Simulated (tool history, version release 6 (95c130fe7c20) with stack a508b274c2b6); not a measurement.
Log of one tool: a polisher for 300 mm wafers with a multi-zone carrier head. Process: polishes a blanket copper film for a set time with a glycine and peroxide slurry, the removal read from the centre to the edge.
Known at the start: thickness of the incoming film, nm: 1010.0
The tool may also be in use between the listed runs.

run,hour,flow of slurry (ml/min),pressure of the head's centre zone,pressure of the head's middle zone,pressure of the head's edge zone,polishing time (s),film removed at the wafer's centre (nm),film removed at mid-radius (nm),film removed at the wafer's edge (nm)
1,0.0,175,1.00,1.00,1.00,32,113.760,115.630,119.210
2,8.7,175,1.02,1.02,0.97,29,105.850,105.880,106.260
3,10.7,190,1.02,1.02,0.97,29,106.070,107.080,106.270
4,13.0,190,1.02,1.05,0.97,29,110.800,111.800,108.040
5,18.3,190,1.02,1.05,1.01,29,108.940,110.570,110.770
6,20.0,190,1.02,1.05,0.96,29,110.220,109.010,106.620
7,27.9,195,1.01,1.07,0.93,27,99.350,104.830,97.439
8,29.7,200,1.02,1.07,0.91,25,93.867,96.984,90.710
9,34.8,200,1.03,1.08,0.89,24,91.322,94.063,85.049
10,36.9,190,1.04,1.08,0.87,24,89.835,94.467,84.725
11,40.5,195,1.05,1.08,0.86,23,88.355,88.481,80.677
# hour 47.0: slurry nozzle cleaned
12,47.0,190,1.06,1.09,0.85,23,100.630,100.270,85.909
13,51.5,195,1.06,1.09,0.84,22,94.431,92.666,83.012
14,58.1,195,1.06,1.10,0.83,21,91.304,90.616,78.310

The next listed run, before its measurement:
15,61.3,195,1.06,1.10,0.83,20,?,?,?

film removed at the wafer's centre (nm): 87.678
film removed at mid-radius (nm): 86.772
film removed at the wafer's edge (nm): 74.736

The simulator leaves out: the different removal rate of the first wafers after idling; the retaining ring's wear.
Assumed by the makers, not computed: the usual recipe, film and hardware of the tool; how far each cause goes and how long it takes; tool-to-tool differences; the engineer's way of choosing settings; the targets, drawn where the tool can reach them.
